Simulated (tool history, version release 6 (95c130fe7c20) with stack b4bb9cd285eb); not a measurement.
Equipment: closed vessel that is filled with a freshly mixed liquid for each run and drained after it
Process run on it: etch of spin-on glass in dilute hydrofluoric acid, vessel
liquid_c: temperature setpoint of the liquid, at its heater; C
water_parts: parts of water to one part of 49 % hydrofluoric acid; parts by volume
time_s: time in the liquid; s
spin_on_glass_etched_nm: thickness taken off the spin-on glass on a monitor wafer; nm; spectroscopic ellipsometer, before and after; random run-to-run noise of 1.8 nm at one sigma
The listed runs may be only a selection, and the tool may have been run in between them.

| run | hour | liquid_c | water_parts | time_s | spin_on_glass_etched_nm |
|---|---|---|---|---|---|
| 1 | 0 | 25 | 55 | 90 | 100.89 |
| 2 | 4.7 | 25 | 55 | 100 | 113.02 |
| 3 | 13.4 | 27 | 50 | 100 | 136.16 |
| 4 | 21.9 | 28.5 | 45 | 100 | 159.33 |
| 5 | 29.3 | 28.5 | 45 | 100 | 162.72 |
| 6 | 30.1 | 30 | 45 | 100 | 172.86 |

What does the tool deliver on the next run?
| 7 | 33.5 | 30.5 | 45 | 100 | ? |

For run 7 the tool returned spin_on_glass_etched_nm 176.66 nm.
